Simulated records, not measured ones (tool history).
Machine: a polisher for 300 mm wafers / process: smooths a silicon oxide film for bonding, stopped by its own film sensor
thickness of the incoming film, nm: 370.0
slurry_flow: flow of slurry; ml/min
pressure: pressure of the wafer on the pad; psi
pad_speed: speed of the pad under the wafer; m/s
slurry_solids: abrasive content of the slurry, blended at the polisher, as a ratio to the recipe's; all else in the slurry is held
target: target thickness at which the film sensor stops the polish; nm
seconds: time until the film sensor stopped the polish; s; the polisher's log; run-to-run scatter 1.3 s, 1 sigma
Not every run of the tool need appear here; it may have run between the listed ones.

{"run": 1, "hour": 0.0, "slurry_flow": 260, "pressure": 1.9, "pad_speed": 0.72, "slurry_solids": 1.0, "target": 275, "seconds": 182.11}
{"run": 2, "hour": 2.4, "slurry_flow": 260, "pressure": 2.2, "pad_speed": 0.72, "slurry_solids": 1.0, "target": 275, "seconds": 167.14}
{"run": 3, "hour": 4.8, "slurry_flow": 260, "pressure": 2.5, "pad_speed": 0.8, "slurry_solids": 1.0, "target": 275, "seconds": 137.2}
{"run": 4, "hour": 8.5, "slurry_flow": 260, "pressure": 2.5, "pad_speed": 0.8, "slurry_solids": 0.9, "target": 275, "seconds": 149.2}
{"run": 5, "hour": 14.5, "slurry_flow": 260, "pressure": 2.5, "pad_speed": 0.8, "slurry_solids": 0.9, "target": 275, "seconds": 148.34}
{"run": 6, "hour": 21.9, "slurry_flow": 260, "pressure": 2.5, "pad_speed": 0.8, "slurry_solids": 1.1, "target": 275, "seconds": 130.59}
{"run": 7, "hour": 29.3, "slurry_flow": 260, "pressure": 2.7, "pad_speed": 0.84, "slurry_solids": 1.1, "target": 275, "seconds": 118.55}
{"run": 8, "hour": 34.9, "slurry_flow": 260, "pressure": 2.8, "pad_speed": 0.88, "slurry_solids": 1.1, "target": 275, "seconds": 112.95}

What will run 9 give?
{"run": 9, "hour": 38.5, "slurry_flow": 260, "pressure": 2.9, "pad_speed": 0.92, "slurry_solids": 1.1, "target": 275, "seconds": "?"}

Run 9 came out at seconds 104.83 s.
